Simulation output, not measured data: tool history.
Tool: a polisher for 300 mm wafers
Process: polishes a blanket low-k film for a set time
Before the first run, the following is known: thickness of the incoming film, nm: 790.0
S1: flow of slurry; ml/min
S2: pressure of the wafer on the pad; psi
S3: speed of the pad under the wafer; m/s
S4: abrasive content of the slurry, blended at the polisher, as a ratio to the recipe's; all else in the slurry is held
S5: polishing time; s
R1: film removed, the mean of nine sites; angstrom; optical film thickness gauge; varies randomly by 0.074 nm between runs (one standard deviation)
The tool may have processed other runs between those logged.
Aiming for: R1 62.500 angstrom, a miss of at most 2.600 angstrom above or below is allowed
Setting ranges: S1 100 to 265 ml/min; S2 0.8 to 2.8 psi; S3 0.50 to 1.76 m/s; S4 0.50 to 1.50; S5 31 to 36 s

run	hour	S1	S2	S3	S4	S5	R1
1	0.0	170	1.8	1.12	1.00	36	130.020
2	1.3	170	1.4	1.12	1.00	36	102.020
3	3.1	185	1.4	1.12	1.00	36	102.520
4	5.6	185	1.8	1.12	1.00	36	132.140
# hour 9.7: slurry blender recalibrated
5	9.7	185	1.8	1.12	1.00	31	137.830
6	10.7	185	1.8	0.96	1.00	31	120.430
7	11.9	175	1.3	0.82	1.00	31	76.530
8	13.7	170	1.3	0.82	1.00	31	75.081
9	14.4	165	1.3	0.82	1.00	31	75.550
10	18.0	155	1.2	0.82	1.00	31	68.620

Next run, 5 choices. One meets every target within its allowed miss, the rest don't. Which?
A	21.6	165	1.4	0.62	1.25	31	?
B	21.6	130	1.6	0.52	0.90	33	?
C	21.6	150	1.1	0.70	1.10	36	?
D	21.6	155	1.1	0.96	0.90	31	?
E	21.6	150	1.4	0.82	0.85	32	?

move	R1
A	70.048
B	61.529
C	66.559
D	68.372
E	75.971
A: lands further from the targets than the last run did
B: in spec on every target
C: better than the last run, though not everything is in spec
D: neither nearer nor further off than the last run
E: lands further from the targets than the last run did
Answer: B
